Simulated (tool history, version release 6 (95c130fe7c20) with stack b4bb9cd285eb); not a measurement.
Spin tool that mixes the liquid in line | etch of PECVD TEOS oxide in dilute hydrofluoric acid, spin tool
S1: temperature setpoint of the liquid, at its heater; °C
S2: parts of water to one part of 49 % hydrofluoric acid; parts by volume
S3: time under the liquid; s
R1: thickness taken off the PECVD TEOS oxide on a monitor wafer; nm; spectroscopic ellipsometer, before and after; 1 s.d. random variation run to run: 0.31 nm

run 1 hour=0.0 | S1=22.0 S2=240 S3=280 | R1=24.447
run 2 hour=7.6 | S1=22.0 S2=240 S3=280 | R1=24.490
run 3 hour=9.3 | S1=23.5 S2=200 S3=280 | R1=32.442
run 4 hour=14.9 | S1=23.5 S2=200 S3=280 | R1=32.358
run 5 hour=17.5 | S1=25.0 S2=170 S3=280 | R1=41.685
run 6 hour=23.0 | S1=26.0 S2=150 S3=280 | R1=49.971
run 7 hour=25.0 | S1=30.0 S2=65 S3=280 | R1=151.930

Forecast run 8:
run 8 hour=32.5 | S1=26.0 S2=65 S3=280 | R1=?

R1: 128.560 nm

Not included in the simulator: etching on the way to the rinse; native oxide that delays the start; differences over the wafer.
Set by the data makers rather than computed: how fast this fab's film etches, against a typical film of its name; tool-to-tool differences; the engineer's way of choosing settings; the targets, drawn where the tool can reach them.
